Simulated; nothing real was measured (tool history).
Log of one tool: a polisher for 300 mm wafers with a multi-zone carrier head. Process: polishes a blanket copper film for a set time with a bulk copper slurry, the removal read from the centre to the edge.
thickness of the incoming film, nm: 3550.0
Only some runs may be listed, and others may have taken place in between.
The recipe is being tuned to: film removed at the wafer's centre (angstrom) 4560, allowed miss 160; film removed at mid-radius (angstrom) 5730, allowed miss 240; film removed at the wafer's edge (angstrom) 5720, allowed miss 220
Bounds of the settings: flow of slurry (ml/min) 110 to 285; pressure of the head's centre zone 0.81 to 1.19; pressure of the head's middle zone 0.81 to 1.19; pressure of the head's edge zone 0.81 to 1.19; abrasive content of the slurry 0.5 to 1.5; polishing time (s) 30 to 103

run,hour,flow of slurry (ml/min),pressure of the head's centre zone,pressure of the head's middle zone,pressure of the head's edge zone,abrasive content of the slurry,polishing time (s),film removed at the wafer's centre (angstrom),film removed at mid-radius (angstrom),film removed at the wafer's edge (angstrom)
1,0,180,1,1,1,1,66,5894.2,5844.6,5891.4
2,8.3,165,0.94,1.01,1.01,1,66,5522,5791.1,5671.3
3,11.6,205,0.94,1.01,1.01,1,66,5725.8,5930,6031.9
4,19.2,195,0.9,1.04,1.07,0.9,66,5383.9,5994,6013.8
5,20.4,160,0.9,1.04,1.07,0.9,66,5201.9,5789.2,5861.6
6,28.6,160,0.99,1.04,1.07,0.9,66,5753.4,5747.8,5869.5
7,33.1,160,0.99,1.04,1.07,0.9,66,5740.8,5884.6,5809.3
8,37.9,155,0.93,1.05,1.09,0.85,66,5282.5,5692.9,5778.4
9,46.7,145,0.89,1.06,1.1,0.85,66,4962.6,5652.5,5750.9
10,52.4,140,0.87,1.07,1.11,0.85,66,4759.1,5719.3,5807.6

Consider the 5 candidate settings below. Which is the only one whose results all fall within their allowed miss of target?
A,58.1,110,0.86,0.97,1.07,0.65,80,?,?,?
B,58.1,110,0.91,0.95,1.19,0.9,69,?,?,?
C,58.1,135,0.83,0.97,1.1,0.85,66,?,?,?
D,58.1,155,0.86,1.13,1.19,0.9,61,?,?,?
E,58.1,130,0.92,0.99,1.13,0.9,66,?,?,?

move,film removed at the wafer's centre (angstrom),film removed at mid-radius (angstrom),film removed at the wafer's edge (angstrom)
A,4996,5630.7,6297.1
B,4783.4,5025.4,6043.4
C,4446.8,5136.2,5722.1
D,4449.3,5630.2,5675
E,4886.6,5222.5,5815.6
A: its largest miss is bigger than the last run's
B: its largest miss is bigger than the last run's
C: brings the result that was furthest off to its target, and leaves another outside
D: every result within its allowed miss
E: its largest miss is bigger than the last run's
Answer: D
